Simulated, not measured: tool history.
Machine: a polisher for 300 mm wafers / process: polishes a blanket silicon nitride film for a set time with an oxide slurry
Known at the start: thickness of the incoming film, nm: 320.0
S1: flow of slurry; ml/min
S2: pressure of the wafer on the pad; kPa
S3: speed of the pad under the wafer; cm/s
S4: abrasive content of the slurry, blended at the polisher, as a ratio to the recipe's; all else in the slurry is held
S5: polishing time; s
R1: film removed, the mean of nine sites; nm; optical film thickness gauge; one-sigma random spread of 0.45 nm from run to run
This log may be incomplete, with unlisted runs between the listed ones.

| run | hour | S1 | S2 | S3 | S4 | S5 | R1 |
|---|---|---|---|---|---|---|---|
| 1 | 0 | 175 | 32.4 | 124 | 1 | 52 | 43.065 |
| 2 | 5.6 | 175 | 30.3 | 124 | 1 | 52 | 40.986 |
| 3 | 8.7 | 175 | 30.3 | 124 | 1.15 | 52 | 45.707 |
| 4 | 11.9 | 150 | 30.3 | 124 | 1.15 | 52 | 44.341 |
| 5 | 19.6 | 130 | 30.3 | 124 | 1.15 | 52 | 42.719 |
| 6 | 27.3 | 170 | 30.3 | 124 | 1.15 | 52 | 44.973 |
| 7 | 33.7 | 170 | 27.6 | 122 | 1.15 | 52 | 40.779 |
| 8 | 36.1 | 170 | 26.2 | 122 | 1.15 | 52 | 40.407 |
| 9 | 43.1 | 165 | 24.1 | 122 | 1.15 | 52 | 37.292 |

Run 10 comes next. What will it give?
|  | 44.6 | slurry blender recalibrated |
| 10 | 44.6 | 160 | 23.4 | 122 | 1.15 | 52 | ? |

R1: 51.816 nm
